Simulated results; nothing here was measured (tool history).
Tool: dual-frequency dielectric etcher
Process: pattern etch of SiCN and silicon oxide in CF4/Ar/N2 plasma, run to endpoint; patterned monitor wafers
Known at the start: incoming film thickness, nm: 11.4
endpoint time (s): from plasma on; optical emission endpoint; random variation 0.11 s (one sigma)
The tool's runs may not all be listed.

{"run": 1, "hour": 0.0, "source power (kW)": 0.54, "bias power (kW)": 0.086, "Ar flow (sccm)": 128, "CF4 flow (sccm)": 53, "endpoint time (s)": 11.249}
{"run": 2, "hour": 6.0, "source power (kW)": 0.54, "bias power (kW)": 0.086, "Ar flow (sccm)": 111, "CF4 flow (sccm)": 53, "endpoint time (s)": 10.761}
{"run": 3, "hour": 6.8, "source power (kW)": 0.51, "bias power (kW)": 0.085, "Ar flow (sccm)": 111, "CF4 flow (sccm)": 53, "endpoint time (s)": 11.288}
{"run": 4, "hour": 7.6, "source power (kW)": 0.51, "bias power (kW)": 0.099, "Ar flow (sccm)": 111, "CF4 flow (sccm)": 53, "endpoint time (s)": 10.713}
{"run": 5, "hour": 9.4, "source power (kW)": 0.45, "bias power (kW)": 0.099, "Ar flow (sccm)": 111, "CF4 flow (sccm)": 53, "endpoint time (s)": 11.501}
{"run": 6, "hour": 16.7, "source power (kW)": 0.43, "bias power (kW)": 0.098, "Ar flow (sccm)": 111, "CF4 flow (sccm)": 53, "endpoint time (s)": 11.689}
{"run": 7, "hour": 17.5, "source power (kW)": 0.41, "bias power (kW)": 0.097, "Ar flow (sccm)": 112, "CF4 flow (sccm)": 53, "endpoint time (s)": 12.182}
{"run": 8, "hour": 23.1, "source power (kW)": 0.4, "bias power (kW)": 0.097, "Ar flow (sccm)": 112, "CF4 flow (sccm)": 53, "endpoint time (s)": 12.531}

Run 9 comes next. What will it give?
{"run": 9, "hour": 27.9, "source power (kW)": 0.39, "bias power (kW)": 0.097, "Ar flow (sccm)": 112, "CF4 flow (sccm)": 53, "endpoint time (s)": "?"}

{"run 9": {"endpoint time (s)": 12.697}}

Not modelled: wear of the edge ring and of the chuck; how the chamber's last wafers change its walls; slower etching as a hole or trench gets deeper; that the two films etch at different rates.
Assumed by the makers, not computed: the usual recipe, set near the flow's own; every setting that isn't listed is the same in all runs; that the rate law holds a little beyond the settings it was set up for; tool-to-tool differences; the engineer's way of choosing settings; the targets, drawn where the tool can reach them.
